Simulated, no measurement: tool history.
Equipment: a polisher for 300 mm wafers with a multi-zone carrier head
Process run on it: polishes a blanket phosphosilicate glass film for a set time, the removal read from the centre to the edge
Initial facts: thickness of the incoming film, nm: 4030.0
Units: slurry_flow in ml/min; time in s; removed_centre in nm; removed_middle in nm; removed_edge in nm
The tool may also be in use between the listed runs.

run 1 hour=0.0 | slurry_flow=220 centre_zone=1.00 middle_zone=1.00 edge_zone=1.00 slurry_solids=1.0 time=68 | removed_centre=851.26 removed_middle=832.45 removed_edge=858.06
run 2 hour=1.4 | slurry_flow=220 centre_zone=1.00 middle_zone=1.05 edge_zone=1.00 slurry_solids=1.0 time=68 | removed_centre=853.68 removed_middle=868.16 removed_edge=851.31
run 3 hour=4.1 | slurry_flow=225 centre_zone=1.02 middle_zone=1.05 edge_zone=1.03 slurry_solids=1.1 time=68 | removed_centre=913.25 removed_middle=920.63 removed_edge=904.73
run 4 hour=10.0 | slurry_flow=225 centre_zone=0.97 middle_zone=1.05 edge_zone=1.03 slurry_solids=1.1 time=68 | removed_centre=867.05 removed_middle=946.61 removed_edge=910.61
run 5 hour=11.4 | slurry_flow=225 centre_zone=0.97 middle_zone=1.05 edge_zone=1.03 slurry_solids=1.1 time=57 | removed_centre=728.36 removed_middle=791.31 removed_edge=768.40
run 6 hour=13.9 | slurry_flow=225 centre_zone=0.97 middle_zone=1.05 edge_zone=1.07 slurry_solids=1.1 time=57 | removed_centre=727.61 removed_middle=775.60 removed_edge=778.08

Run 7 is up next; what results do you expect?
run 7 hour=22.7 | slurry_flow=230 centre_zone=1.00 middle_zone=1.05 edge_zone=1.08 slurry_solids=1.2 time=59 | removed_centre=? removed_middle=? removed_edge=?

removed_centre: 805.70 nm
removed_middle: 852.43 nm
removed_edge: 837.09 nm

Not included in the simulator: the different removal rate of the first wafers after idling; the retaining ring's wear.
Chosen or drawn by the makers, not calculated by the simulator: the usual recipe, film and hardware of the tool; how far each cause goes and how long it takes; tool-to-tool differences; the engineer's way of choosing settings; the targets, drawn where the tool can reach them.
